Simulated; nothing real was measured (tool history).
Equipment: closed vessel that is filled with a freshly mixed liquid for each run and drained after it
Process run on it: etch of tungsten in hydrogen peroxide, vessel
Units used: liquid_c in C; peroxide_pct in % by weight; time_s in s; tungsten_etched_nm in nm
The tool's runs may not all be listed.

Run 1, day 0: liquid_c 57 C, peroxide_pct 23 % by weight, time_s 30 s. Result: tungsten_etched_nm 71.729 nm.
Run 2, day 0.179: liquid_c 57 C, peroxide_pct 23 % by weight, time_s 30 s. Result: tungsten_etched_nm 73.601 nm.
Run 3, day 0.421: liquid_c 56 C, peroxide_pct 23 % by weight, time_s 30 s. Result: tungsten_etched_nm 68.214 nm.
Run 4, day 0.704: liquid_c 56 C, peroxide_pct 23 % by weight, time_s 30 s. Result: tungsten_etched_nm 67.723 nm.
Run 5, day 1.029: liquid_c 56 C, peroxide_pct 19.5 % by weight, time_s 30 s. Result: tungsten_etched_nm 63.333 nm.
Run 6, day 1.262: liquid_c 56 C, peroxide_pct 19.5 % by weight, time_s 30 s. Result: tungsten_etched_nm 62.351 nm.
Run 7, day 1.596: liquid_c 55.5 C, peroxide_pct 19.5 % by weight, time_s 30 s. Result: tungsten_etched_nm 60.539 nm.
Run 8, day 1.85: liquid_c 55 C, peroxide_pct 19.5 % by weight, time_s 30 s. Result: tungsten_etched_nm 58.821 nm.
Run 9, day 1.996: liquid_c 55 C, peroxide_pct 19.5 % by weight, time_s 30 s. Result: tungsten_etched_nm 59.41 nm.
Run 10, day 2.112: liquid_c 54.5 C, peroxide_pct 19.5 % by weight, time_s 30 s. Result: tungsten_etched_nm 57.988 nm.
Run 11, day 2.471: liquid_c 54 C, peroxide_pct 19.5 % by weight, time_s 30 s. Result: tungsten_etched_nm 55.729 nm.

Run 12, settings as shown, results not yet in. Your forecast:
Run 12, day 2.796: liquid_c 53.5 C, peroxide_pct 19.5 % by weight, time_s 30 s. Result: tungsten_etched_nm ?.

Run 12 yielded tungsten_etched_nm 54.137 nm.

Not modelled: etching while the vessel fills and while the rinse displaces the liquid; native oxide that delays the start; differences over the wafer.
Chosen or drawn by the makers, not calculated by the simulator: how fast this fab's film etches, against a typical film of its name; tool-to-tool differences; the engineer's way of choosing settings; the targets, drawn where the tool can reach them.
